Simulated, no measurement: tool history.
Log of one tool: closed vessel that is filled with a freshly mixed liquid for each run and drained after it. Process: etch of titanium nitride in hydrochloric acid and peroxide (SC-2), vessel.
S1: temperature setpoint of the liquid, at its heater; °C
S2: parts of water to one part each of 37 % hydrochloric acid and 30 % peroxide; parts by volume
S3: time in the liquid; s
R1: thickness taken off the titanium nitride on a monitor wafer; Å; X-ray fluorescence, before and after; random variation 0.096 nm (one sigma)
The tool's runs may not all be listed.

{"run": 1, "hour": 0.0, "S1": 57, "S2": 11.5, "S3": 135, "R1": 85.293}
{"run": 2, "hour": 1.6, "S1": 58, "S2": 11.5, "S3": 135, "R1": 91.821}
{"run": 3, "hour": 6.0, "S1": 59, "S2": 11.5, "S3": 135, "R1": 96.584}
{"run": 4, "hour": 13.3, "S1": 59.5, "S2": 11.5, "S3": 135, "R1": 101.6}
{"run": 5, "hour": 15.1, "S1": 59.5, "S2": 15, "S3": 135, "R1": 78.541}
{"run": 6, "hour": 18.5, "S1": 61, "S2": 15, "S3": 135, "R1": 87.434}

The next listed run, before its measurement:
{"run": 7, "hour": 21.1, "S1": 62, "S2": 15, "S3": 135, "R1": "?"}

{"run 7": {"R1": 91.362}}

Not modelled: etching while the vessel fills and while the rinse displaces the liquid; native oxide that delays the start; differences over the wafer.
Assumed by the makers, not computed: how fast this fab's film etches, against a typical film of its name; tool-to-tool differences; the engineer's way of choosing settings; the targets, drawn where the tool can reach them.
